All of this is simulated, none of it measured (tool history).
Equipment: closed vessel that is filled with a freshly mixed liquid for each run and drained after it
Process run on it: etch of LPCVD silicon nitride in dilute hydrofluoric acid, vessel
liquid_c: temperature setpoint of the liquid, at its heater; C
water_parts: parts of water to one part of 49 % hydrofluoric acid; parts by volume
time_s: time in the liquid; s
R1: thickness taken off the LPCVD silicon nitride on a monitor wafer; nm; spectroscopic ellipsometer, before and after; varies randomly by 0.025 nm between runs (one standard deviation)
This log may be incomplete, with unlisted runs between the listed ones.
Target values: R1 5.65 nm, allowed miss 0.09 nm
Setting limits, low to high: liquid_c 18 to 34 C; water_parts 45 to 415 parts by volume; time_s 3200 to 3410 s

run 1 hour=0 | liquid_c=26 water_parts=230 time_s=3200 | R1=7.6382
run 2 hour=3.7 | liquid_c=26 water_parts=230 time_s=3200 | R1=7.6174
run 3 hour=10 | liquid_c=26 water_parts=195 time_s=3200 | R1=9.0303
run 4 hour=13.7 | liquid_c=22.5 water_parts=195 time_s=3200 | R1=7.2162
run 5 hour=15.3 | liquid_c=21.5 water_parts=195 time_s=3200 | R1=6.7888
run 6 hour=23 | liquid_c=21 water_parts=195 time_s=3200 | R1=6.4875
run 7 hour=31.2 | liquid_c=20.5 water_parts=195 time_s=3200 | R1=6.3083
run 8 hour=37.3 | liquid_c=20 water_parts=195 time_s=3200 | R1=6.1696
run 9 hour=41.9 | liquid_c=19.5 water_parts=195 time_s=3200 | R1=5.957

4 candidate next runs follow, results not yet known. Just one meets every target within its allowed miss. Identify it.
run A hour=46.5 | liquid_c=18 water_parts=185 time_s=3225 | R1=?
run B hour=46.5 | liquid_c=19 water_parts=180 time_s=3240 | R1=?
run C hour=46.5 | liquid_c=20 water_parts=225 time_s=3235 | R1=?
run D hour=46.5 | liquid_c=19.5 water_parts=215 time_s=3245 | R1=?

move=A R1=5.6908
move=B R1=6.2769
move=C R1=5.3924
move=D R1=5.471
A: in spec on every target
B: its largest miss is bigger than the last run's
C: takes the result that was furthest off past its target
D: takes the result that was furthest off past its target
The right move is A.

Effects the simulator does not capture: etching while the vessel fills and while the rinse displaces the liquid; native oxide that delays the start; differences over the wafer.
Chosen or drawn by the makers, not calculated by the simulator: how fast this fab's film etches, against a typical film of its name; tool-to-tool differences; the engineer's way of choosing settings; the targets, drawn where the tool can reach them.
